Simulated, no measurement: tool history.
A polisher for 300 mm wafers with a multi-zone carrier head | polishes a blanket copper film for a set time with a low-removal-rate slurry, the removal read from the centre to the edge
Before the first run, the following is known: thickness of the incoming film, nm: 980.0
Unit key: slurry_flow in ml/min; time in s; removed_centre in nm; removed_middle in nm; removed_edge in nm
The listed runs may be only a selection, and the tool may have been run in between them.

{"run": 1, "hour": 0.0, "slurry_flow": 230, "centre_zone": 1, "middle_zone": 1, "edge_zone": 1, "slurry_solids": 1, "time": 47, "removed_centre": 145.53, "removed_middle": 133.93, "removed_edge": 134.6}
{"run": 2, "hour": 6.6, "slurry_flow": 230, "centre_zone": 1, "middle_zone": 1, "edge_zone": 1.06, "slurry_solids": 1, "time": 47, "removed_centre": 143.68, "removed_middle": 135.07, "removed_edge": 138.54}
{"run": 3, "hour": 13.2, "slurry_flow": 230, "centre_zone": 0.93, "middle_zone": 1, "edge_zone": 1.06, "slurry_solids": 1, "time": 47, "removed_centre": 132.93, "removed_middle": 133.83, "removed_edge": 135.45}
{"run": 4, "hour": 17.2, "slurry_flow": 230, "centre_zone": 0.93, "middle_zone": 0.99, "edge_zone": 1.09, "slurry_solids": 1.1, "time": 48, "removed_centre": 138.87, "removed_middle": 135.27, "removed_edge": 144.28}
{"run": 5, "hour": 23.4, "slurry_flow": 230, "centre_zone": 0.93, "middle_zone": 0.91, "edge_zone": 1.09, "slurry_solids": 1.1, "time": 48, "removed_centre": 138.54, "removed_middle": 127.98, "removed_edge": 148.19}
{"run": 6, "hour": 32.1, "slurry_flow": 265, "centre_zone": 0.93, "middle_zone": 0.91, "edge_zone": 1.09, "slurry_solids": 1.1, "time": 48, "removed_centre": 142.47, "removed_middle": 128.45, "removed_edge": 150}
{"run": 7, "hour": 40.4, "slurry_flow": 260, "centre_zone": 0.92, "middle_zone": 0.93, "edge_zone": 1.1, "slurry_solids": 1.2, "time": 49, "removed_centre": 143.67, "removed_middle": 135.36, "removed_edge": 158.15}

Run 8 is up next; what results do you expect?
{"run": 8, "hour": 42.6, "slurry_flow": 265, "centre_zone": 0.93, "middle_zone": 0.95, "edge_zone": 1.11, "slurry_solids": 1.25, "time": 49, "removed_centre": "?", "removed_middle": "?", "removed_edge": "?"}

Logged for run 8: removed_centre 151.21 nm, removed_middle 142.32 nm, removed_edge 157.09 nm.
